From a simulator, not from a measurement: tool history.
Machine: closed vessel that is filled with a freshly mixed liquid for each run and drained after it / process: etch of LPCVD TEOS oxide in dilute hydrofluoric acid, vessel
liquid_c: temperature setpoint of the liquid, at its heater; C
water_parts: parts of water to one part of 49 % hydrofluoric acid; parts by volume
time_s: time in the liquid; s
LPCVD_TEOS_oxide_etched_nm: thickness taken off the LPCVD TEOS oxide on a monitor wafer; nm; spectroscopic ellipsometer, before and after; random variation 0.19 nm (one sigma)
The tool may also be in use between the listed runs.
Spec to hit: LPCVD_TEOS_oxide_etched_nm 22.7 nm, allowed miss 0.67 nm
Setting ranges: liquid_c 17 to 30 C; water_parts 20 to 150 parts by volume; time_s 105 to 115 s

run,hour,liquid_c,water_parts,time_s,LPCVD_TEOS_oxide_etched_nm
1,0,22,85,105,35.462
2,1,21.5,90,105,32.433
3,9.3,20.5,90,105,31.521
4,12.3,20.5,90,105,30.847
5,15,23,90,105,34.577
6,22.1,19.5,90,105,29.411
7,29.1,19,90,105,29.266
8,31.1,18.5,90,105,28.813
9,36.5,17.5,100,105,24.711

Next run, 4 choices. One meets every target within its allowed miss, the rest don't. Which?
A,41.9,18,115,105,?
B,41.9,17,95,110,?
C,41.9,17,110,110,?
D,41.9,17.5,125,115,?

move,LPCVD_TEOS_oxide_etched_nm
A,21.581
B,26.8
C,22.788
D,21.082
A: pushes the last run's worst result past its target
B: lands further from the targets than the last run did
C: every result within its allowed miss
D: pushes the last run's worst result past its target
Go with C: it meets all targets.
